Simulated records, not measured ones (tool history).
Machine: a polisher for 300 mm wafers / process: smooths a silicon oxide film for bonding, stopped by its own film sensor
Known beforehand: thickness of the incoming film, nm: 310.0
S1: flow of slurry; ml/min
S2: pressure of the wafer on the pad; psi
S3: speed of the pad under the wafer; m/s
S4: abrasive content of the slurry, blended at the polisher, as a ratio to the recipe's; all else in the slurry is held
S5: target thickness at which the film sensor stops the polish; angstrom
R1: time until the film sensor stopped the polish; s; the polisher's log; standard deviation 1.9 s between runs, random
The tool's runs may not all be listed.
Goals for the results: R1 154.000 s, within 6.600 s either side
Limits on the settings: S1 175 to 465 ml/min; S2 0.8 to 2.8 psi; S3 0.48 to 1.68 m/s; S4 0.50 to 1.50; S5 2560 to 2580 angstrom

run 1 hour=0.0 | S1=295 S2=1.8 S3=1.08 S4=1.00 S5=2580 | R1=91.418
run 2 hour=2.4 | S1=295 S2=1.8 S3=1.08 S4=1.00 S5=2560 | R1=94.537
run 3 hour=10.8 | S1=295 S2=1.8 S3=0.92 S4=1.00 S5=2560 | R1=103.770
run 4 hour=14.6 | S1=295 S2=1.8 S3=0.80 S4=1.00 S5=2560 | R1=115.040
run 5 hour=20.9 | S1=295 S2=2.0 S3=0.80 S4=1.00 S5=2560 | R1=103.300
run 6 hour=26.9 | S1=295 S2=2.0 S3=0.90 S4=1.00 S5=2560 | R1=96.228
run 7 hour=34.2 | S1=295 S2=1.9 S3=0.90 S4=1.00 S5=2560 | R1=100.460
run 8 hour=41.7 | S1=295 S2=1.8 S3=0.90 S4=1.00 S5=2560 | R1=107.570
run 9 hour=42.6 | S1=295 S2=1.7 S3=0.90 S4=1.00 S5=2560 | R1=115.090
run 10 hour=50.3 | S1=295 S2=1.6 S3=0.90 S4=1.00 S5=2560 | R1=121.110
run 11 hour=52.5 | S1=295 S2=1.5 S3=0.90 S4=1.00 S5=2560 | R1=126.330

Which of these 4 next moves meets every target?
run A hour=54.7 | S1=260 S2=1.5 S3=0.88 S4=0.90 S5=2560 | R1=?
run B hour=54.7 | S1=265 S2=1.3 S3=0.78 S4=0.90 S5=2560 | R1=?
run C hour=54.7 | S1=260 S2=1.2 S3=0.76 S4=1.45 S5=2560 | R1=?
run D hour=54.7 | S1=285 S2=1.6 S3=0.74 S4=1.00 S5=2560 | R1=?

move=A R1=141.100
move=B R1=174.410
move=C R1=153.840
move=D R1=138.620
A: an improvement on the last run, though not all results are within tolerance
B: moves the result that the last run missed by most past its target, out the other side
C: meets every target
D: an improvement on the last run, though not all results are within tolerance
Go with C: it meets all targets.
